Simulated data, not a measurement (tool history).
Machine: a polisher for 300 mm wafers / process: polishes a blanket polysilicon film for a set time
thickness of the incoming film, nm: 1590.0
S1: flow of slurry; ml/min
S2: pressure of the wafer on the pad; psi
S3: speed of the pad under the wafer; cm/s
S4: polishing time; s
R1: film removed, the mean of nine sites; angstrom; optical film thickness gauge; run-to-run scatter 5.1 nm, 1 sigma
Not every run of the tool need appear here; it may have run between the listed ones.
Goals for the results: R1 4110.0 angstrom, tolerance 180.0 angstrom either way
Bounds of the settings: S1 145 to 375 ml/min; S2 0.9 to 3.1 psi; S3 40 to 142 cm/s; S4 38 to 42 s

run  hour   S1   S2   S3  S4      R1
  1   0.0  240  2.0   90  42  2548.4
  2   5.1  195  2.0   90  42  2527.6
  3  12.4  195  2.0   90  42  2556.1
  4  17.6  150  2.0   90  42  2406.7
  5  25.5  185  2.0   90  42  2484.5
  6  27.7  185  2.0  104  42  2882.8
  7  36.4  190  2.2  104  42  3156.0
  8  40.0  195  2.4  104  42  3333.5
  9  45.4  195  2.6  104  42  3591.7
 10  52.5  195  2.7  104  42  3640.7

Consider the 5 candidate settings below. Which is the only one whose results all fall within their allowed miss of target?
  A  59.6  170  2.4  102  42   ?
  B  59.6  215  3.0  106  41   ?
  C  59.6  215  3.1   92  40   ?
  D  59.6  215  2.8  100  42   ?
  E  59.6  210  3.1  110  42   ?

move      R1
   A  3206.0
   B  4069.6
   C  3558.1
   D  3714.0
   E  4431.0
A: misses by more than the last run did
B: in spec on every target
C: misses by more than the last run did
D: an improvement on the last run, though not all results are within tolerance
E: takes the result that was furthest off past its target
The move that meets every target is B.
